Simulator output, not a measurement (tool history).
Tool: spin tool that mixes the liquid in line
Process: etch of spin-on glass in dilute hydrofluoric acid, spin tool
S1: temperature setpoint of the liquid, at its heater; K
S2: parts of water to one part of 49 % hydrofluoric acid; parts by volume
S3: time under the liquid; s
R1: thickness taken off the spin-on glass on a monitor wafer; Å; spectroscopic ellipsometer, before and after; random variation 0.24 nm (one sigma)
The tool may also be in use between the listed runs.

run 1 hour=0.0 | S1=295.15 S2=205 S3=175 | R1=412.86
run 2 hour=5.3 | S1=294.15 S2=205 S3=175 | R1=391.60
run 3 hour=8.3 | S1=293.65 S2=205 S3=175 | R1=385.20
run 4 hour=16.6 | S1=293.15 S2=205 S3=175 | R1=376.12
run 5 hour=22.8 | S1=292.65 S2=205 S3=175 | R1=365.56
run 6 hour=23.5 | S1=292.65 S2=270 S3=175 | R1=263.52
run 7 hour=30.3 | S1=293.65 S2=270 S3=175 | R1=272.36
run 8 hour=38.4 | S1=294.15 S2=270 S3=175 | R1=278.18

Forecast run 9:
run 9 hour=38.9 | S1=294.65 S2=270 S3=175 | R1=?

{"run 9": {"R1": 290.1}}
